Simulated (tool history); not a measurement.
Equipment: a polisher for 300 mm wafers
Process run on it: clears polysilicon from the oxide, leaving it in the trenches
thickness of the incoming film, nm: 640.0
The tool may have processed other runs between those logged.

run,hour,flow of slurry (ml/min),pressure of the wafer on the pad (kPa),speed of the pad under the wafer (m/s),overpolish time after the end point (s),time until the end point was called (s),dishing of a wide line in a test structure (angstrom)
1,0,200,22.1,1.24,14,38.404,396.31
2,7.6,200,22.1,1.04,14,44.589,404.01
3,10,200,22.1,1.04,11,44.998,399.33
4,17.2,190,18.6,0.98,9,56.547,372.89
5,19.6,190,18.6,0.98,12,55.214,392.77
6,25.2,185,15.9,0.92,12,69.516,376.99
7,32.2,185,14.5,0.92,14,75.259,391.46

Estimate the outcome of run 8 from the log above:
8,32.9,180,13.1,0.92,14,?,?

time until the end point was called (s): 83.497
dishing of a wide line in a test structure (angstrom): 382.75
